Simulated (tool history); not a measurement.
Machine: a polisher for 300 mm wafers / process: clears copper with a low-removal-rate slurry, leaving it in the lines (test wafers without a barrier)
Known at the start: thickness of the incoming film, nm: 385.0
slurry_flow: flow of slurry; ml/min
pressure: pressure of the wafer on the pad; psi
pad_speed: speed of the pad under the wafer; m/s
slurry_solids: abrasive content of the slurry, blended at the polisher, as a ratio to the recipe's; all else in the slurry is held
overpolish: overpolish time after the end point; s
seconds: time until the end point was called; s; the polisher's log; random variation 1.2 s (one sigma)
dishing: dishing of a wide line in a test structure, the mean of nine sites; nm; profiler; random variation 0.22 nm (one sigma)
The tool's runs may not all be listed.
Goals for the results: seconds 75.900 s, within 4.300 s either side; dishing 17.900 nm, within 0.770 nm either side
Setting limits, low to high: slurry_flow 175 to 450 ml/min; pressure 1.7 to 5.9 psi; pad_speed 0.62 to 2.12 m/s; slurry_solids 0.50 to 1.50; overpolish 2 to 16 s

run	hour	slurry_flow	pressure	pad_speed	slurry_solids	overpolish	seconds	dishing
1	0.0	290	3.8	1.36	1.00	8	70.930	28.911
2	8.4	290	3.1	1.36	1.00	8	85.708	24.767
3	13.8	290	3.1	1.36	0.90	8	88.565	23.411
4	14.5	290	3.1	1.36	0.90	6	90.795	18.273
5	21.3	360	3.1	1.36	0.90	6	85.763	18.807
6	22.7	365	3.2	1.36	0.90	6	84.524	18.887
7	27.0	370	3.3	1.36	0.90	6	81.957	19.772
8	34.6	370	3.4	1.36	0.90	6	80.898	20.415
9	38.0	370	3.5	1.38	0.90	6	77.564	21.070
# hour 46.0: slurry blender recalibrated
10	46.0	370	3.6	1.38	0.90	4	71.845	15.341

Consider the 5 candidate settings below. Which is the only one whose results all fall within their allowed miss of target?
A	54.0	360	3.9	1.44	0.80	5	?	?
B	54.0	370	3.5	1.06	1.10	6	?	?
C	54.0	425	3.1	1.48	0.95	5	?	?
D	54.0	350	3.6	1.18	0.95	4	?	?
E	54.0	325	3.7	1.38	1.00	5	?	?

move	seconds	dishing
A	65.076	20.373
B	89.966	17.796
C	74.785	17.791
D	82.037	13.220
E	68.291	19.450
A: moves the result that the last run missed by most past its target, out the other side
B: brings the result that was furthest off to its target, and leaves another outside
C: meets every target
D: further off than the last run
E: moves the result that the last run missed by most past its target, out the other side
The move that meets every target is C.
